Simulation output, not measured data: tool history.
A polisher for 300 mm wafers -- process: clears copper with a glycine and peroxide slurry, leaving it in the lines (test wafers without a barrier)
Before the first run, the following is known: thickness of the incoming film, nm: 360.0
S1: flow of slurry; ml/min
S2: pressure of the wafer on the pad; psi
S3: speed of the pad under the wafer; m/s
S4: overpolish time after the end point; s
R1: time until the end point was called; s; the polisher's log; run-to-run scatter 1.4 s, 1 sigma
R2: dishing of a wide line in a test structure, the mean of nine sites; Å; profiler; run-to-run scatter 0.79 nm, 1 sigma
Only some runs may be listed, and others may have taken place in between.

run,day,S1,S2,S3,S4,R1,R2
1,0.000,305,3.2,0.82,23,76.905,795.35
2,0.300,345,3.2,0.82,23,75.424,789.66
3,0.388,380,3.2,0.82,23,75.942,794.29
4,0.767,380,3.2,0.92,23,67.234,851.25
5,0.917,380,2.7,0.92,23,77.859,800.15
6,0.967,440,2.7,0.92,23,76.925,755.01
7,1.008,445,2.4,0.86,19,87.559,603.29

What does the tool deliver on the next run?
8,1.329,445,2.1,0.82,16,?,?

R1: 96.779 s
R2: 469.09 Å
